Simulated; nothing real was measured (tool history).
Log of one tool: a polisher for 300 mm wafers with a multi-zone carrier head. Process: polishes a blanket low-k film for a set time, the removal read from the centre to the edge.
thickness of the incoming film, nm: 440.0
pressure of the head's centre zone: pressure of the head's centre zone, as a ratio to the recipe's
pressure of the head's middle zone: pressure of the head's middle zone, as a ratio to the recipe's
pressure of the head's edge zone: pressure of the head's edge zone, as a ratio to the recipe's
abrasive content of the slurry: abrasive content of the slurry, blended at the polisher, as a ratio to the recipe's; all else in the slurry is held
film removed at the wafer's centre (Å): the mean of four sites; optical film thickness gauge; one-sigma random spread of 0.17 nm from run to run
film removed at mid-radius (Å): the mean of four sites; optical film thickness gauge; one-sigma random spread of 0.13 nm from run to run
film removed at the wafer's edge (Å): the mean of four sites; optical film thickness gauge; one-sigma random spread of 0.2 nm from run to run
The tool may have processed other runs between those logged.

run,hour,flow of slurry (ml/min),pressure of the head's centre zone,pressure of the head's middle zone,pressure of the head's edge zone,abrasive content of the slurry,polishing time (s),film removed at the wafer's centre (Å),film removed at mid-radius (Å),film removed at the wafer's edge (Å)
1,0,145,1,1,1,1,58,161,159.22,160.09
2,2.3,145,1,1.04,1,1,58,164.48,165.11,160.44
3,5.3,145,1,1,1,1,58,162.37,159.4,160.01
4,7.7,145,0.96,1,1,1,58,153.88,156.57,159.63
5,16.7,135,0.93,1,0.98,0.95,58,141.44,152.91,149.09
6,20.1,135,0.93,1,0.98,1.1,58,154.33,166.67,164.89
7,22.6,135,0.93,1,0.98,1.1,58,155.13,165.62,165.04
8,25.3,130,0.9,0.97,0.97,1.05,58,143.31,156.39,153.53

Expected results for the next run?
9,30,125,0.88,0.95,0.98,1.05,58,?,?,?

Run 9 produced film removed at the wafer's centre (Å) 140.07, film removed at mid-radius (Å) 152.33, film removed at the wafer's edge (Å) 158.77.

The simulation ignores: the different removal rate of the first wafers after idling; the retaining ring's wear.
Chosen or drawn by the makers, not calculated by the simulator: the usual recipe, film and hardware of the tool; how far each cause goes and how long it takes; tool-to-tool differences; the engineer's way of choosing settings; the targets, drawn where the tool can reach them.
